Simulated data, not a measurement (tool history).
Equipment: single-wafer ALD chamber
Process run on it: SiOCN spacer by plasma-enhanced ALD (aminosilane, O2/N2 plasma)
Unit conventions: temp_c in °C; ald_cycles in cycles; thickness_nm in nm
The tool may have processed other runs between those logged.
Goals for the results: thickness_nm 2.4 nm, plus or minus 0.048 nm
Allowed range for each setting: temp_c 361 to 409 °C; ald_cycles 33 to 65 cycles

run  hour  temp_c  ald_cycles  thickness_nm
  1     0     385          49        2.7987
  2   2.7     385          48        2.7508
  3   4.1     392          48        2.7517
  4     8     392          53        3.0211
  5  15.1     392          51        2.9223
  6  18.9     392          48        2.7348
  7  27.8     392          47        2.6854
  8  34.1     392          46        2.6312
  9  35.3     392          45        2.5664
 10  41.3     392          44        2.5146
 11  46.1     392          43        2.4564

4 candidate next runs follow, results not yet known. Just one meets every target within its allowed miss. Identify it.
  A  50.9     401          44             ?
  B  50.9     393          44             ?
  C  50.9     397          42             ?
  D  50.9     390          44             ?

move  thickness_nm
   A        2.4877
   B        2.5045
   C        2.3907
   D        2.5045
A: lands further from the targets than the last run did
B: lands further from the targets than the last run did
C: all results land within tolerance of their targets
D: lands further from the targets than the last run did
C meets every target.

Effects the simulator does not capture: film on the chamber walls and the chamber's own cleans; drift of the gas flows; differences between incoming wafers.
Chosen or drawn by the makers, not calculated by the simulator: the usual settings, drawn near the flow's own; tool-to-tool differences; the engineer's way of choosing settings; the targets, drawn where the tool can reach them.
